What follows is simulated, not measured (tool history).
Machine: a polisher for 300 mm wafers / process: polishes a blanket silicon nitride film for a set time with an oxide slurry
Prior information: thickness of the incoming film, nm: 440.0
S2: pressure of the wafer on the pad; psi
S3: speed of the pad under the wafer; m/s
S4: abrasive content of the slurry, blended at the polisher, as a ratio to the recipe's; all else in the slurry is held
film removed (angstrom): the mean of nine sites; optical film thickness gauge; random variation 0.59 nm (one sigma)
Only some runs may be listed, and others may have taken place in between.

run 1 hour=0 | flow_of_slurry_(ml/min)=285 S2=3.7 S3=1.36 S4=1 polishing_time_(s)=113 | film_removed_(angstrom)=838.41
run 2 hour=3.1 | flow_of_slurry_(ml/min)=285 S2=3.7 S3=1.36 S4=1 polishing_time_(s)=113 | film_removed_(angstrom)=825.83
run 3 hour=5.7 | flow_of_slurry_(ml/min)=285 S2=3.5 S3=1.36 S4=1 polishing_time_(s)=113 | film_removed_(angstrom)=791.17
run 4 hour=9 | flow_of_slurry_(ml/min)=285 S2=3.4 S3=1.36 S4=1 polishing_time_(s)=113 | film_removed_(angstrom)=781.27
run 5 hour=14.4 | flow_of_slurry_(ml/min)=285 S2=3.2 S3=1.36 S4=1 polishing_time_(s)=113 | film_removed_(angstrom)=738.78
run 6 hour=19.8 | flow_of_slurry_(ml/min)=310 S2=3.2 S3=1.36 S4=1 polishing_time_(s)=113 | film_removed_(angstrom)=743.55
run 7 hour=26.4 | flow_of_slurry_(ml/min)=310 S2=3.1 S3=1.36 S4=1 polishing_time_(s)=113 | film_removed_(angstrom)=728.42

For run 8, what comes out?
run 8 hour=31.3 | flow_of_slurry_(ml/min)=310 S2=3 S3=1.36 S4=1 polishing_time_(s)=113 | film_removed_(angstrom)=?

film removed (angstrom): 710.3
